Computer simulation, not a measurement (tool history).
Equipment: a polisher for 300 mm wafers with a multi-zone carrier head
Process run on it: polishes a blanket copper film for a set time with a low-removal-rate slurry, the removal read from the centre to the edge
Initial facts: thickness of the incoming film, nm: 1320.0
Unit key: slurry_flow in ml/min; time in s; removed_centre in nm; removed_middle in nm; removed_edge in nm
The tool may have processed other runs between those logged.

run 1 hour=0.0 | slurry_flow=215 centre_zone=1.00 middle_zone=1.00 edge_zone=1.00 slurry_solids=1.00 time=71 | removed_centre=200.84 removed_middle=196.19 removed_edge=207.79
run 2 hour=1.7 | slurry_flow=220 centre_zone=0.97 middle_zone=1.01 edge_zone=1.04 slurry_solids=1.10 time=72 | removed_centre=195.92 removed_middle=201.95 removed_edge=217.96
run 3 hour=4.5 | slurry_flow=220 centre_zone=0.97 middle_zone=1.01 edge_zone=0.98 slurry_solids=1.10 time=72 | removed_centre=199.60 removed_middle=200.54 removed_edge=213.91
run 4 hour=7.2 | slurry_flow=225 centre_zone=0.96 middle_zone=1.03 edge_zone=1.02 slurry_solids=1.20 time=73 | removed_centre=202.51 removed_middle=210.67 removed_edge=225.53
run 5 hour=15.8 | slurry_flow=235 centre_zone=0.95 middle_zone=1.05 edge_zone=1.05 slurry_solids=1.25 time=73 | removed_centre=202.53 removed_middle=220.41 removed_edge=226.88
run 6 hour=17.1 | slurry_flow=230 centre_zone=0.93 middle_zone=1.05 edge_zone=1.07 slurry_solids=1.30 time=74 | removed_centre=203.36 removed_middle=223.20 removed_edge=234.57

Expected results for the next run?
run 7 hour=23.9 | slurry_flow=230 centre_zone=0.91 middle_zone=1.05 edge_zone=1.09 slurry_solids=1.35 time=75 | removed_centre=? removed_middle=? removed_edge=?

Logged for run 7: removed_centre 203.69 nm, removed_middle 227.57 nm, removed_edge 240.46 nm.

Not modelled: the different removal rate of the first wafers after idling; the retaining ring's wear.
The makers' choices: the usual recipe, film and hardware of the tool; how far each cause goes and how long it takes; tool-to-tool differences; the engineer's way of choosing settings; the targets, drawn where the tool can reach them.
